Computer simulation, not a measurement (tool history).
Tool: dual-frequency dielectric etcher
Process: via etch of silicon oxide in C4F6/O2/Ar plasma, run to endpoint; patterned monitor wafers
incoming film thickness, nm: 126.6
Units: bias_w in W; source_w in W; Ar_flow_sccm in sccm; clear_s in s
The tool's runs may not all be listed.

run	hour	bias_w	source_w	Ar_flow_sccm	clear_s
1	0.0	551	300	280	29.463
2	6.4	551	300	329	30.393
3	13.9	551	340	329	28.417
4	17.7	614	370	324	25.690
5	21.7	614	410	324	24.970
6	27.7	576	410	324	25.979
7	29.2	625	410	323	24.778
8	38.1	664	410	322	23.671

Forecast run 9:
9	44.8	664	410	322	?

clear_s: 23.780 s
